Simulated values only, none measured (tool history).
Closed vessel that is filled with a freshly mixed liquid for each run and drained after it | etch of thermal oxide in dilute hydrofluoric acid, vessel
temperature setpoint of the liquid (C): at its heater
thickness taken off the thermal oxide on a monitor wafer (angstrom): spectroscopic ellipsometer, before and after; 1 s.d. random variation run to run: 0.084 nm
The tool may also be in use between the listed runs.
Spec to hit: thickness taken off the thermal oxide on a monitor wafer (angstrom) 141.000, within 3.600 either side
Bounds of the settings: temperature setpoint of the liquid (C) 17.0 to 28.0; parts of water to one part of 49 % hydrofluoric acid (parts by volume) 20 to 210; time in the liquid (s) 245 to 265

run	hour	temperature setpoint of the liquid (C)	parts of water to one part of 49 % hydrofluoric acid (parts by volume)	time in the liquid (s)	thickness taken off the thermal oxide on a monitor wafer (angstrom)
1	0.0	20.0	115	245	102.820
2	2.2	21.0	115	245	108.180
3	9.6	23.0	115	245	117.560
4	15.2	23.5	115	245	118.380
5	24.3	23.5	155	245	84.102
6	27.9	20.0	155	245	73.360
7	33.6	21.5	150	245	81.390
8	40.4	22.5	145	245	87.347
9	45.3	23.5	140	245	94.821
10	52.4	24.0	135	245	100.500
11	56.4	24.5	130	245	108.290

Of the 5 settings listed for the next run, only one would bring every result within its allowed miss of target. Which one?
A	60.4	28.0	130	265	?
B	60.4	24.0	115	265	?
C	60.4	23.0	105	250	?
D	60.4	25.5	110	245	?
E	60.4	23.5	100	245	?

move	thickness taken off the thermal oxide on a monitor wafer (angstrom)
A	133.190
B	131.350
C	131.890
D	135.430
E	139.240
A: closer than the last run, but not yet in spec
B: closer than the last run, but not yet in spec
C: closer than the last run, but not yet in spec
D: closer than the last run, but not yet in spec
E: every result within its allowed miss
Correct choice: E, which meets every target
